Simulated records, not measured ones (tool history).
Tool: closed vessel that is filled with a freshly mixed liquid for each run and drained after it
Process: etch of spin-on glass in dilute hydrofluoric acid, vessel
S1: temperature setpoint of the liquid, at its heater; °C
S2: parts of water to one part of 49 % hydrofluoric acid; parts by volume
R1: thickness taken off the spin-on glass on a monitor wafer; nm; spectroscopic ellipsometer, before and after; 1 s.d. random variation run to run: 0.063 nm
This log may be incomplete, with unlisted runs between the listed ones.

run 1 day=0 | S1=22 S2=145 time_in_the_liquid_(s)=30 | R1=7.5073
run 2 day=0.117 | S1=19 S2=145 time_in_the_liquid_(s)=30 | R1=6.64
run 3 day=0.167 | S1=21 S2=145 time_in_the_liquid_(s)=30 | R1=7.2024
run 4 day=0.362 | S1=18 S2=145 time_in_the_liquid_(s)=30 | R1=6.3422
run 5 day=0.471 | S1=20 S2=140 time_in_the_liquid_(s)=30 | R1=7.1797
run 6 day=0.8 | S1=22 S2=135 time_in_the_liquid_(s)=30 | R1=8.1081
run 7 day=1.088 | S1=26 S2=115 time_in_the_liquid_(s)=30 | R1=11.462

Run 8, settings as shown, results not yet in. Your forecast:
run 8 day=1.154 | S1=26.5 S2=115 time_in_the_liquid_(s)=30 | R1=?

Run 8 produced R1 11.592 nm.
